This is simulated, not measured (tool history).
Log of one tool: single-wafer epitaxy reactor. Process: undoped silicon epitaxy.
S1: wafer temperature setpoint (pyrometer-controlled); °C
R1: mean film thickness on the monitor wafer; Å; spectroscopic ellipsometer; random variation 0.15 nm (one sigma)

Run 1, hour 0: S1 640 °C, deposition time (s) 435. Result: R1 608.11 Å.
Run 2, hour 2.8: S1 644 °C, deposition time (s) 435. Result: R1 655.18 Å.
Run 3, hour 8.8: S1 640 °C, deposition time (s) 434. Result: R1 604.91 Å.
Run 4, hour 9.8: S1 637 °C, deposition time (s) 433. Result: R1 566.72 Å.
Run 5, hour 18.1: S1 635 °C, deposition time (s) 432. Result: R1 545.43 Å.
Run 6, hour 19.3: S1 645 °C, deposition time (s) 432. Result: R1 665.73 Å.

Run 7 comes next. What will it give?
Run 7, hour 24.7: S1 641 °C, deposition time (s) 430. Result: R1 ?.

Run 7 gave R1 607.93 Å.

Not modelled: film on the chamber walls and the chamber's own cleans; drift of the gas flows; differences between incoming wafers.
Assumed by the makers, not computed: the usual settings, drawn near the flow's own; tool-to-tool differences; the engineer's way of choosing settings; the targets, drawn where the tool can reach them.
